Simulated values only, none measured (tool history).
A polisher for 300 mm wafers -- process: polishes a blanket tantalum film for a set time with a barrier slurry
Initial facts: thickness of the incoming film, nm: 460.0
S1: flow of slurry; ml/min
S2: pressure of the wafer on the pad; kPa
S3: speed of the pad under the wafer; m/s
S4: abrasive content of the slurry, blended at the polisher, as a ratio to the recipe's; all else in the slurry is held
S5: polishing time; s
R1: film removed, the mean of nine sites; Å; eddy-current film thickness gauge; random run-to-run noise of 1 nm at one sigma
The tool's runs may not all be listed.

| run | day | S1 | S2 | S3 | S4 | S5 | R1 |
|---|---|---|---|---|---|---|---|
| 1 | 0 | 180 | 12.4 | 1.16 | 1 | 104 | 1511.5 |
| 2 | 0.342 | 180 | 11 | 1.14 | 1 | 104 | 1339.8 |
| 3 | 0.679 | 150 | 11 | 1.14 | 1 | 104 | 1308.9 |
| 4 | 0.925 | 150 | 9.7 | 1.12 | 1 | 104 | 1122.8 |
| 5 | 1.075 | 190 | 9.7 | 1.12 | 1 | 104 | 1145.5 |
| 6 | 1.175 | 190 | 9 | 1.12 | 1 | 104 | 1074.9 |
| 7 | 1.312 | 185 | 5.5 | 1.1 | 1 | 104 | 669.08 |

Run 8, settings as shown, results not yet in. Your forecast:
| 8 | 1.633 | 185 | 6.2 | 1.1 | 1 | 104 | ? |

Run 8 gave R1 742.86 Å.

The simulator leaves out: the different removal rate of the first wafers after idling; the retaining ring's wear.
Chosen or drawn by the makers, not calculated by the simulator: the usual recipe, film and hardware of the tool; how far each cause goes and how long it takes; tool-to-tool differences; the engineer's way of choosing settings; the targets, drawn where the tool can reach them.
